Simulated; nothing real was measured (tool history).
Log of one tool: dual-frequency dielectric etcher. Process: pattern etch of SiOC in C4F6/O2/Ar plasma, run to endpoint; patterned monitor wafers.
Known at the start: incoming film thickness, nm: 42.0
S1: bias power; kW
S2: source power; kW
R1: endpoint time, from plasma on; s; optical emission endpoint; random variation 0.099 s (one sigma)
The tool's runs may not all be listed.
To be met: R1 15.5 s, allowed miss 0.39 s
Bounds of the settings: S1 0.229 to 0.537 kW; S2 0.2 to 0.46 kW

Run 1, hour 0: S1 0.383 kW, S2 0.33 kW. Result: R1 18.085 s.
Run 2, hour 6.2: S1 0.406 kW, S2 0.34 kW. Result: R1 17.342 s.
Run 3, hour 10.6: S1 0.406 kW, S2 0.31 kW. Result: R1 18.055 s.
Run 4, hour 15.8: S1 0.474 kW, S2 0.31 kW. Result: R1 16.708 s.
Run 5, hour 20.5: S1 0.416 kW, S2 0.31 kW. Result: R1 17.783 s.
Run 6, hour 22.7: S1 0.436 kW, S2 0.32 kW. Result: R1 17.201 s.
Run 7, hour 27.5: S1 0.451 kW, S2 0.32 kW. Result: R1 16.938 s.
Run 8, hour 31.5: S1 0.464 kW, S2 0.32 kW. Result: R1 16.745 s.
Run 9, hour 34.4: S1 0.532 kW, S2 0.35 kW. Result: R1 15.025 s.
Run 10, hour 41.9: S1 0.527 kW, S2 0.35 kW. Result: R1 15.185 s.
Run 11, hour 49.6: S1 0.524 kW, S2 0.35 kW. Result: R1 15.027 s.

Which of these 4 next moves meets every target?
Run A, hour 57.3: S1 0.466 kW, S2 0.39 kW. Result: R1 ?.
Run B, hour 57.3: S1 0.537 kW, S2 0.39 kW. Result: R1 ?.
Run C, hour 57.3: S1 0.53 kW, S2 0.36 kW. Result: R1 ?.
Run D, hour 57.3: S1 0.53 kW, S2 0.37 kW. Result: R1 ?.

move      R1
   A  15.335
   B  14.305
   C   14.84
   D  14.686
A: meets every target
B: further off than the last run
C: further off than the last run
D: further off than the last run
The right move is A.

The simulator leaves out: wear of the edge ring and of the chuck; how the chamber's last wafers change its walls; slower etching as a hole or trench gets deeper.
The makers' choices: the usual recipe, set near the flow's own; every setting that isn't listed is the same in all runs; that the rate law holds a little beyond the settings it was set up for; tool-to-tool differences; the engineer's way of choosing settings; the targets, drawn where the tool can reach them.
